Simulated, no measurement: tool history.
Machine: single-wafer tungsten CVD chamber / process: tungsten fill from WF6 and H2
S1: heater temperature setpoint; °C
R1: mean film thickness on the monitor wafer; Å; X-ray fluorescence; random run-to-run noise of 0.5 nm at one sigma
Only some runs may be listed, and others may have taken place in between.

run 1 hour=0.0 | S1=390 chamber_pressure_(mTorr)=28100 deposition_time_(s)=29.7 | R1=752.82
run 2 hour=5.9 | S1=394 chamber_pressure_(mTorr)=28300 deposition_time_(s)=29.7 | R1=815.98
run 3 hour=10.5 | S1=394 chamber_pressure_(mTorr)=25700 deposition_time_(s)=29.7 | R1=786.41
run 4 hour=18.7 | S1=394 chamber_pressure_(mTorr)=25700 deposition_time_(s)=29.7 | R1=776.91
run 5 hour=19.9 | S1=398 chamber_pressure_(mTorr)=25900 deposition_time_(s)=29.7 | R1=851.68
run 6 hour=28.1 | S1=400 chamber_pressure_(mTorr)=26000 deposition_time_(s)=29.7 | R1=886.02
run 7 hour=36.4 | S1=402 chamber_pressure_(mTorr)=26100 deposition_time_(s)=29.7 | R1=918.89

Run 8, settings as shown, results not yet in. Your forecast:
run 8 hour=42.0 | S1=403 chamber_pressure_(mTorr)=26200 deposition_time_(s)=29.7 | R1=?

R1: 934.28 Å
